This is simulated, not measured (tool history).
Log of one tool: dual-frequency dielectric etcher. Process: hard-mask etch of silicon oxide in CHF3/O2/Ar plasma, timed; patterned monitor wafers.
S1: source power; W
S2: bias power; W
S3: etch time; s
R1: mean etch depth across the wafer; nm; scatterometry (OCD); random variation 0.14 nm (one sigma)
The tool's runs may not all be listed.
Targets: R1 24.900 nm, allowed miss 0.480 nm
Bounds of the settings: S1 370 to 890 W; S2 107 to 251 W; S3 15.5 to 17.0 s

run	hour	S1	S2	S3	R1
1	0.0	630	179	17.0	32.551
2	5.1	610	173	17.0	31.999
3	14.1	590	167	17.0	31.082
4	21.9	570	162	17.0	30.332
5	29.0	570	185	17.0	31.586
6	33.3	650	185	17.0	33.691
7	37.4	620	180	17.0	32.396
8	43.2	600	175	17.0	31.633
9	44.8	580	171	17.0	31.471
10	49.4	450	135	15.5	23.098
11	55.7	460	135	15.5	23.441
12	62.9	470	135	15.5	23.796

Which of these 4 next moves meets every target?
A	70.1	520	117	16.0	?
B	70.1	380	116	17.0	?
C	70.1	430	138	15.5	?
D	70.1	420	110	17.0	?

move	R1
A	24.844
B	22.504
C	22.957
D	23.357
A: meets every target
B: further off than the last run
C: further off than the last run
D: further off than the last run
The right move is A.
